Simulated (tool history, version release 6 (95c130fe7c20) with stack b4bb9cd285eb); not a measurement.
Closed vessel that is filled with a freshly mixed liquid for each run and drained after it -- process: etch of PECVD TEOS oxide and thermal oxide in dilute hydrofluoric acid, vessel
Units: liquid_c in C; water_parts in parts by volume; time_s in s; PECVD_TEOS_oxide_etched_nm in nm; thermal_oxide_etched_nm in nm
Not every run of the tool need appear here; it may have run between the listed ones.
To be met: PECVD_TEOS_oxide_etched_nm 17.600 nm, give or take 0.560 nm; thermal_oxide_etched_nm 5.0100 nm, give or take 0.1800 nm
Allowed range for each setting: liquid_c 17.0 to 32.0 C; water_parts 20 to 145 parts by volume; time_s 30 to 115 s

run,day,liquid_c,water_parts,time_s,PECVD_TEOS_oxide_etched_nm,thermal_oxide_etched_nm
1,0.000,24.0,80,60,12.228,3.5034
2,0.262,24.0,65,60,15.478,4.2996
3,0.400,24.5,65,60,15.818,4.5280
4,0.758,25.0,65,60,15.963,4.6522
5,1.025,25.0,45,60,24.043,6.8239
6,1.375,26.5,45,60,25.611,7.1411
7,1.700,25.0,45,60,23.794,6.8957
8,1.817,24.0,45,60,22.813,6.5776
9,1.933,23.0,45,60,21.948,6.2353
10,2.238,19.0,50,60,16.647,4.7147

Exactly one of the 4 candidate moves below puts every result within its allowed miss. Which one?
A,2.542,21.0,60,65,?,?
B,2.542,26.0,45,40,?,?
C,2.542,24.0,70,75,?,?
D,2.542,23.0,50,50,?,?

move,PECVD_TEOS_oxide_etched_nm,thermal_oxide_etched_nm
A,16.356,4.5605
B,16.820,4.6900
C,18.076,5.0400
D,16.617,4.6332
A: moves away from the targets compared with the last run
B: about the same distance from the targets as the last run
C: every result within its allowed miss
D: moves away from the targets compared with the last run
The right move is C.

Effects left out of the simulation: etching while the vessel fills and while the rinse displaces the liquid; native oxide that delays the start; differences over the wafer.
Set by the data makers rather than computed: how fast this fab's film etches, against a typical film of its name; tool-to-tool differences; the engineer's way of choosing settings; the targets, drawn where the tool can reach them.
